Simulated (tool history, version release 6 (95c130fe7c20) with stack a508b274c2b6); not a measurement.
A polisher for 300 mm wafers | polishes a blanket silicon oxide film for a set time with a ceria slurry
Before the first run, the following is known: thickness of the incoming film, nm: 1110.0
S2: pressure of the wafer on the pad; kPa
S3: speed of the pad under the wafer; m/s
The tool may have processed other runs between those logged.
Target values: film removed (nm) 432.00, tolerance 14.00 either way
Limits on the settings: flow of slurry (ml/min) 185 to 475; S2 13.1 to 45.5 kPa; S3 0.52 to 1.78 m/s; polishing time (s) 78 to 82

run 1 day=0.000 | flow_of_slurry_(ml/min)=305 S2=29.0 S3=1.14 polishing_time_(s)=78 | film_removed_(nm)=553.20
run 2 day=0.246 | flow_of_slurry_(ml/min)=305 S2=27.6 S3=1.14 polishing_time_(s)=78 | film_removed_(nm)=531.12
run 3 day=0.279 | flow_of_slurry_(ml/min)=305 S2=26.2 S3=1.14 polishing_time_(s)=78 | film_removed_(nm)=516.76
run 4 day=0.408 | flow_of_slurry_(ml/min)=305 S2=33.1 S3=1.14 polishing_time_(s)=78 | film_removed_(nm)=607.22
run 5 day=0.583 | flow_of_slurry_(ml/min)=305 S2=29.6 S3=1.14 polishing_time_(s)=78 | film_removed_(nm)=564.08
run 6 day=0.858 | flow_of_slurry_(ml/min)=305 S2=29.6 S3=1.14 polishing_time_(s)=78 | film_removed_(nm)=563.60
run 7 day=1.183 | flow_of_slurry_(ml/min)=305 S2=27.6 S3=1.14 polishing_time_(s)=78 | film_removed_(nm)=538.72
run 8 day=1.379 | flow_of_slurry_(ml/min)=305 S2=25.5 S3=1.14 polishing_time_(s)=78 | film_removed_(nm)=506.72
run 9 day=1.633 | flow_of_slurry_(ml/min)=305 S2=24.1 S3=1.14 polishing_time_(s)=78 | film_removed_(nm)=490.32
run 10 day=1.896 | flow_of_slurry_(ml/min)=305 S2=22.8 S3=1.14 polishing_time_(s)=78 | film_removed_(nm)=464.06
run 11 day=2.129 | flow_of_slurry_(ml/min)=305 S2=22.1 S3=1.14 polishing_time_(s)=78 | film_removed_(nm)=449.52

Of the 4 settings listed for the next run, only one would bring every result within its allowed miss of target. Which one?
run A day=2.362 | flow_of_slurry_(ml/min)=305 S2=24.8 S3=1.12 polishing_time_(s)=78 | film_removed_(nm)=?
run B day=2.362 | flow_of_slurry_(ml/min)=390 S2=18.6 S3=1.12 polishing_time_(s)=82 | film_removed_(nm)=?
run C day=2.362 | flow_of_slurry_(ml/min)=340 S2=20.0 S3=1.18 polishing_time_(s)=82 | film_removed_(nm)=?
run D day=2.362 | flow_of_slurry_(ml/min)=360 S2=23.4 S3=1.16 polishing_time_(s)=78 | film_removed_(nm)=?

move=A film_removed_(nm)=483.16
move=B film_removed_(nm)=425.23
move=C film_removed_(nm)=461.53
move=D film_removed_(nm)=483.43
A: moves away from the targets compared with the last run
B: each result inside its tolerance
C: moves away from the targets compared with the last run
D: moves away from the targets compared with the last run
Answer: B
